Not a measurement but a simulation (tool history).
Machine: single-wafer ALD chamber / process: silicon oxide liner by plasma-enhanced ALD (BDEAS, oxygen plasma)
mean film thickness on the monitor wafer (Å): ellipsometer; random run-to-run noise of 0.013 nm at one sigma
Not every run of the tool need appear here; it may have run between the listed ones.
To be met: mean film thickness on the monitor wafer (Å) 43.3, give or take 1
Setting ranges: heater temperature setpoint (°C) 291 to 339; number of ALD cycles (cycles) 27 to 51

run,hour,heater temperature setpoint (°C),number of ALD cycles (cycles),mean film thickness on the monitor wafer (Å)
1,0,315,39,35.562
2,3.8,308,39,36.093
3,5.8,314,39,35.842
4,10.3,314,43,39.468
5,16.6,319,43,38.993
6,18.3,328,43,38.303
7,24.1,327,44,39.568
8,29,326,45,40.374
9,37.8,325,46,41.402
10,46,325,47,42.37

Exercise: of the 4 proposed moves below, exactly one satisfies all targets within the stated allowed misses. Which move is it?
A,54.2,334,46,?
B,54.2,330,47,?
C,54.2,332,45,?
D,54.2,328,48,?

move,mean film thickness on the monitor wafer (Å)
A,40.977
B,42.149
C,40.221
D,43.19
A: further off than the last run
B: further off than the last run
C: further off than the last run
D: each result inside its tolerance
Correct choice: D, which meets every target
